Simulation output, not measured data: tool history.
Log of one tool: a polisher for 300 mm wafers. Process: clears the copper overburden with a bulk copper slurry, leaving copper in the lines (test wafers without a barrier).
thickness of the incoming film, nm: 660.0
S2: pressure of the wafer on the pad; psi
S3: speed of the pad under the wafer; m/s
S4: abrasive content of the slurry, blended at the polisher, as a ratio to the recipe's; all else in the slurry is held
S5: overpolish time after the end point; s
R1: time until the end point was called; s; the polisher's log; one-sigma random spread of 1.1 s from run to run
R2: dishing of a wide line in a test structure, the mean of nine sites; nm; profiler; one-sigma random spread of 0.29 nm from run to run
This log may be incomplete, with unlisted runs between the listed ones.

Run 1, hour 0: flow of slurry (ml/min) 300, S2 2.1 psi, S3 0.94 m/s, S4 1, S5 9 s. Result: R1 115.02 s, R2 29.832 nm.
Run 2, hour 2.1: flow of slurry (ml/min) 255, S2 2.1 psi, S3 0.94 m/s, S4 1, S5 9 s. Result: R1 113.76 s, R2 30.726 nm.
Run 3, hour 10.7: flow of slurry (ml/min) 255, S2 2.1 psi, S3 0.94 m/s, S4 0.85, S5 9 s. Result: R1 122.06 s, R2 29.058 nm.
Run 4, hour 13.2: flow of slurry (ml/min) 195, S2 2.1 psi, S3 0.94 m/s, S4 0.85, S5 9 s. Result: R1 126.24 s, R2 28.118 nm.
Run 5, hour 20: flow of slurry (ml/min) 195, S2 2.1 psi, S3 0.76 m/s, S4 0.85, S5 9 s. Result: R1 153.07 s, R2 23.689 nm.
Run 6, hour 24.9: flow of slurry (ml/min) 195, S2 1.9 psi, S3 0.76 m/s, S4 0.85, S5 9 s. Result: R1 167.78 s, R2 20.982 nm.
Run 7, hour 29.9: flow of slurry (ml/min) 195, S2 1.9 psi, S3 0.82 m/s, S4 1.05, S5 7 s. Result: R1 151.62 s, R2 19.837 nm.

Estimate the outcome of run 8 from the log above:
Run 8, hour 31.4: flow of slurry (ml/min) 280, S2 2 psi, S3 0.84 m/s, S4 1.05, S5 6 s. Result: R1 ?, R2 ?.

{"run 8": {"R1": 134.36, "R2": 18.789}}

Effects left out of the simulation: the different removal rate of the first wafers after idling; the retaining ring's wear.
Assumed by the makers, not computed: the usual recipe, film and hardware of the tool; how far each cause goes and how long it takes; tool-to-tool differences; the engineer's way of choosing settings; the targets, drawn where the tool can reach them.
